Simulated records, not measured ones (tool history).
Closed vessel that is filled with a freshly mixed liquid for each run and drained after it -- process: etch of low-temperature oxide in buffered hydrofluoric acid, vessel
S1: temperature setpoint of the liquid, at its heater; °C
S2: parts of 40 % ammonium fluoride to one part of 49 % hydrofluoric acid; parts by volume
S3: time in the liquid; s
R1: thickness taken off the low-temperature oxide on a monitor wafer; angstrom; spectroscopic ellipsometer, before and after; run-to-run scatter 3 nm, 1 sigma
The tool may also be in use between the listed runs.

| run | hour | S1 | S2 | S3 | R1 |
|---|---|---|---|---|---|
| 1 | 0 | 24 | 17 | 105 | 2251.2 |
| 2 | 5.5 | 24 | 17 | 115 | 2459.4 |
| 3 | 9.7 | 27 | 17 | 115 | 2880.7 |
| 4 | 10.8 | 28 | 17 | 115 | 3040.5 |
| 5 | 16.4 | 26 | 17 | 115 | 2717.7 |
| 6 | 24.4 | 27.5 | 16.5 | 115 | 3069.5 |
| 7 | 30.3 | 28.5 | 16.5 | 115 | 3216.5 |

What does the tool deliver on the next run?
| 8 | 35 | 29.5 | 16.5 | 115 | ? |

R1: 3389.5 angstrom
